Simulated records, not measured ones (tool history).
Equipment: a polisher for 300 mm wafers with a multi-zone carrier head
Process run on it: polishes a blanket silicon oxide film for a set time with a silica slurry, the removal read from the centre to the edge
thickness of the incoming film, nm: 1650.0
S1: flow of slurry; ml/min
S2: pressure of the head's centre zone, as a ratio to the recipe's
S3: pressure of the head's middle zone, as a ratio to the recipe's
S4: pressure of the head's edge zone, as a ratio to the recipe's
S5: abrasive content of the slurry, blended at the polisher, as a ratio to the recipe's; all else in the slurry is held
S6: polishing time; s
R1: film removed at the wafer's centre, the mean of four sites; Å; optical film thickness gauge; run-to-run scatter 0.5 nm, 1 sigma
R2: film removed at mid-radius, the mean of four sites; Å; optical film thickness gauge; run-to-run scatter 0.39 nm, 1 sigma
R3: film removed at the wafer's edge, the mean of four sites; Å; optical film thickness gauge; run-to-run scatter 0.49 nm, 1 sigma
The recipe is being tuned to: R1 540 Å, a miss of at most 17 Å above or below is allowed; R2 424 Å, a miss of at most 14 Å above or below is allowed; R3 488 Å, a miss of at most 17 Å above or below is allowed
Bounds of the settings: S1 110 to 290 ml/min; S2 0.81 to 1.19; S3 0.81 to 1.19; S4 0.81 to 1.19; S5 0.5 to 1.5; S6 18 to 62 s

run	hour	S1	S2	S3	S4	S5	S6	R1	R2	R3
1	0	185	1	1	1	1	40	894.43	899.38	901.59
2	7.6	185	1.04	1	1	1	40	931.53	898.01	886.32
3	11.1	140	1.04	1	1	1	40	877.31	848.43	866.55
4	15.9	140	1.04	1.05	1	1	40	889.1	886.02	867.82
5	18.5	140	1.01	1.05	1	1	40	840.6	875.5	850.52
6	19.8	140	1.03	1.01	0.99	0.9	38	767	769.95	785.05
7	22.6	145	1.06	0.98	0.97	0.85	36	750.97	701.35	722.59
8	28.4	145	1.07	0.95	0.96	0.8	35	727.07	641.06	664.12
9	32.5	115	1.01	0.85	0.99	0.55	31	454.44	412.8	469.9
10	39	125	1.02	0.84	0.99	0.55	31	467.09	417.06	475.09
11	41.6	125	1.02	0.84	0.99	0.55	31	469.78	410.2	464.89
12	48.1	135	1.03	0.84	1	0.55	31	480.88	418.94	480.38
13	55.7	140	1.04	0.84	1	0.55	31	488.13	425.24	483.91
14	61.4	140	1.04	0.84	1	0.55	31	488.98	421.79	478.31

Next run, 5 choices. One meets every target within its allowed miss, the rest don't. Which?
A	67.1	145	1.09	0.81	0.95	0.55	32	?	?	?
B	67.1	125	0.95	0.87	0.99	0.9	23	?	?	?
C	67.1	120	0.96	0.95	1.03	0.5	31	?	?	?
D	67.1	135	1.05	0.83	0.99	0.6	30	?	?	?
E	67.1	165	1.07	0.9	0.94	0.6	30	?	?	?

move	R1	R2	R3
A	536.97	418.8	494.29
B	422.88	400.17	462.68
C	408.53	407.54	452.45
D	501.34	413.83	491.97
E	537.26	457.52	495.1
A: every result within its allowed miss
B: the biggest miss grows against the last run
C: the biggest miss grows against the last run
D: better than the last run, though not everything is in spec
E: the worst result of the last run now meets its target, but another is out of spec
So the answer is move A, the one that meets all the targets.

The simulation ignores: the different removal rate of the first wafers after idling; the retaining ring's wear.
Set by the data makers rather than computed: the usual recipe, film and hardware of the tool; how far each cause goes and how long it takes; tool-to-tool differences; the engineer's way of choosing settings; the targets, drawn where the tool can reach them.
